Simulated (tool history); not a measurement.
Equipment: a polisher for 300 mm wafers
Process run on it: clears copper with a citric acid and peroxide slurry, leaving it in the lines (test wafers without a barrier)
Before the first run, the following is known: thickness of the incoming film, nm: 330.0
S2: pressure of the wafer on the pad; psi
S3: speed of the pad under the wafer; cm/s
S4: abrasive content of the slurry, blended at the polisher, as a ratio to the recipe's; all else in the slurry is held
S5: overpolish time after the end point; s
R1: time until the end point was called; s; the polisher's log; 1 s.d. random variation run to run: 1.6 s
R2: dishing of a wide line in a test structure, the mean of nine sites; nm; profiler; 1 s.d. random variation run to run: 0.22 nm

{"run": 1, "day": 0.0, "flow of slurry (ml/min)": 265, "S2": 2.8, "S3": 102, "S4": 1.0, "S5": 12, "R1": 131.41, "R2": 17.359}
{"run": 2, "day": 0.125, "flow of slurry (ml/min)": 265, "S2": 2.9, "S3": 104, "S4": 1.0, "S5": 10, "R1": 121.03, "R2": 15.375}
{"run": 3, "day": 0.442, "flow of slurry (ml/min)": 265, "S2": 3.0, "S3": 104, "S4": 1.0, "S5": 9, "R1": 120.67, "R2": 15.084}
{"run": 4, "day": 0.479, "flow of slurry (ml/min)": 225, "S2": 3.0, "S3": 104, "S4": 1.0, "S5": 9, "R1": 123.15, "R2": 14.95}
{"run": 5, "day": 0.812, "flow of slurry (ml/min)": 225, "S2": 3.0, "S3": 104, "S4": 1.0, "S5": 12, "R1": 125.07, "R2": 18.377}
{"run": 6, "day": 1.15, "flow of slurry (ml/min)": 225, "S2": 3.0, "S3": 104, "S4": 0.8, "S5": 12, "R1": 131.6, "R2": 16.904}
{"run": 7, "day": 1.354, "flow of slurry (ml/min)": 245, "S2": 3.1, "S3": 106, "S4": 0.75, "S5": 10, "R1": 124.14, "R2": 15.195}
{"run": 8, "day": 1.696, "flow of slurry (ml/min)": 260, "S2": 3.2, "S3": 106, "S4": 0.7, "S5": 9, "R1": 116.11, "R2": 14.665}
{"run": 9, "day": 2.021, "flow of slurry (ml/min)": 275, "S2": 3.2, "S3": 106, "S4": 0.65, "S5": 8, "R1": 124.55, "R2": 12.958}
{"run": 10, "day": 2.138, "flow of slurry (ml/min)": 285, "S2": 3.3, "S3": 106, "S4": 0.6, "S5": 7, "R1": 121.07, "R2": 12.144}
{"run": 11, "day": 2.267, "flow of slurry (ml/min)": 290, "S2": 3.4, "S3": 106, "S4": 0.6, "S5": 6, "R1": 117.64, "R2": 11.279}
{"run": 12, "day": 2.612, "flow of slurry (ml/min)": 290, "S2": 3.4, "S3": 106, "S4": 0.6, "S5": 6, "R1": 116.02, "R2": 11.415}

Estimate the outcome of run 13 from the log above:
{"run": 13, "day": 2.892, "flow of slurry (ml/min)": 290, "S2": 3.5, "S3": 106, "S4": 0.6, "S5": 6, "R1": "?", "R2": "?"}

For run 13 the tool returned R1 112.09 s, R2 11.691 nm.
